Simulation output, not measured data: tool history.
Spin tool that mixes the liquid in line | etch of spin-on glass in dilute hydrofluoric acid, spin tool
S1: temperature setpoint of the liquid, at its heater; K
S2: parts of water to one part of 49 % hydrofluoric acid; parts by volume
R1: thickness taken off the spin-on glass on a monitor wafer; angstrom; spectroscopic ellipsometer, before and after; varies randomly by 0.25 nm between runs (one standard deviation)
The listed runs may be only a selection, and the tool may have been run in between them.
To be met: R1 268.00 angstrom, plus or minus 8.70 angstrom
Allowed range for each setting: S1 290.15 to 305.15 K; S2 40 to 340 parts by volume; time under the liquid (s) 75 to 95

Run 1, hour 0.0: S1 297.15 K, S2 190 parts by volume, time under the liquid (s) 95. Result: R1 209.86 angstrom.
Run 2, hour 6.0: S1 298.15 K, S2 190 parts by volume, time under the liquid (s) 95. Result: R1 215.19 angstrom.
Run 3, hour 12.1: S1 298.15 K, S2 135 parts by volume, time under the liquid (s) 95. Result: R1 328.67 angstrom.
Run 4, hour 15.3: S1 297.15 K, S2 135 parts by volume, time under the liquid (s) 95. Result: R1 320.18 angstrom.
Run 5, hour 15.9: S1 296.15 K, S2 135 parts by volume, time under the liquid (s) 95. Result: R1 299.02 angstrom.
Run 6, hour 18.0: S1 295.65 K, S2 135 parts by volume, time under the liquid (s) 95. Result: R1 295.35 angstrom.
Run 7, hour 19.6: S1 295.15 K, S2 135 parts by volume, time under the liquid (s) 95. Result: R1 291.86 angstrom.
Run 8, hour 26.3: S1 295.15 K, S2 135 parts by volume, time under the liquid (s) 95. Result: R1 288.02 angstrom.
Run 9, hour 29.8: S1 294.15 K, S2 135 parts by volume, time under the liquid (s) 95. Result: R1 281.68 angstrom.

Which of these 5 next moves meets every target?
Run A, hour 33.3: S1 290.15 K, S2 105 parts by volume, time under the liquid (s) 75. Result: R1 ?.
Run B, hour 33.3: S1 292.65 K, S2 135 parts by volume, time under the liquid (s) 90. Result: R1 ?.
Run C, hour 33.3: S1 296.65 K, S2 125 parts by volume, time under the liquid (s) 75. Result: R1 ?.
Run D, hour 33.3: S1 292.65 K, S2 140 parts by volume, time under the liquid (s) 95. Result: R1 ?.
Run E, hour 33.3: S1 295.65 K, S2 135 parts by volume, time under the liquid (s) 90. Result: R1 ?.

move      R1
   A  247.33
   B  248.03
   C  264.59
   D  251.14
   E  279.47
A: moves the result that the last run missed by most past its target, out the other side
B: moves the result that the last run missed by most past its target, out the other side
C: all results in spec
D: moves the result that the last run missed by most past its target, out the other side
E: an improvement on the last run, though not all results are within tolerance
Answer: C

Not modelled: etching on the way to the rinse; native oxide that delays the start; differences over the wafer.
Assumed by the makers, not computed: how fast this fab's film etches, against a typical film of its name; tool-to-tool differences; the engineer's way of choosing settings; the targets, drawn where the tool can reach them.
